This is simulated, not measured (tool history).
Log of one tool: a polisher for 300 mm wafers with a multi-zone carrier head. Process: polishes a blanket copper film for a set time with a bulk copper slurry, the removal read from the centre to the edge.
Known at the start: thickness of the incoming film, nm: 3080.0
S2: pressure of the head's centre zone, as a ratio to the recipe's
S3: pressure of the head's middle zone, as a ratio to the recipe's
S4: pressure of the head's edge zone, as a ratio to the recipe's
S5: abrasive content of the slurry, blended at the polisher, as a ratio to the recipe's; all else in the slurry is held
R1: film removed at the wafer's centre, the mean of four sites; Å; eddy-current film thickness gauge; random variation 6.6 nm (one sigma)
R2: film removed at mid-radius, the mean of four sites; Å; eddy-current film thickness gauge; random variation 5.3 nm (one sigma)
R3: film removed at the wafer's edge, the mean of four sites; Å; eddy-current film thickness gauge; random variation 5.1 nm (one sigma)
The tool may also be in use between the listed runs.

{"run": 1, "hour": 0.0, "flow of slurry (ml/min)": 260, "S2": 1.0, "S3": 1.0, "S4": 1.0, "S5": 1.0, "polishing time (s)": 71, "R1": 7102.7, "R2": 7059.7, "R3": 7312.2}
{"run": 2, "hour": 7.6, "flow of slurry (ml/min)": 260, "S2": 1.0, "S3": 1.08, "S4": 1.0, "S5": 1.0, "polishing time (s)": 71, "R1": 7210.8, "R2": 7785.4, "R3": 7196.4}
{"run": 3, "hour": 11.9, "flow of slurry (ml/min)": 260, "S2": 1.01, "S3": 1.04, "S4": 0.99, "S5": 0.9, "polishing time (s)": 65, "R1": 6366.3, "R2": 6740.7, "R3": 6442.5}
{"run": 4, "hour": 18.2, "flow of slurry (ml/min)": 260, "S2": 0.97, "S3": 1.04, "S4": 0.99, "S5": 0.9, "polishing time (s)": 65, "R1": 6100.0, "R2": 6792.2, "R3": 6357.3}
{"run": 5, "hour": 26.8, "flow of slurry (ml/min)": 260, "S2": 1.02, "S3": 1.04, "S4": 0.99, "S5": 0.9, "polishing time (s)": 65, "R1": 6286.5, "R2": 6806.4, "R3": 6497.3}
{"run": 6, "hour": 34.7, "flow of slurry (ml/min)": 260, "S2": 1.02, "S3": 1.04, "S4": 0.99, "S5": 1.0, "polishing time (s)": 65, "R1": 6805.0, "R2": 6868.2, "R3": 6715.6}
{"run": 7, "hour": 36.5, "flow of slurry (ml/min)": 260, "S2": 1.05, "S3": 1.0, "S4": 0.97, "S5": 0.9, "polishing time (s)": 59, "R1": 6245.5, "R2": 5745.6, "R3": 5850.5}

The next listed run, before its measurement:
{"run": 8, "hour": 41.0, "flow of slurry (ml/min)": 255, "S2": 1.04, "S3": 0.96, "S4": 0.96, "S5": 0.8, "polishing time (s)": 57, "R1": "?", "R2": "?", "R3": "?"}

Run 8 gave R1 5400.7 Å, R2 5379.6 Å, R3 5382.5 Å.
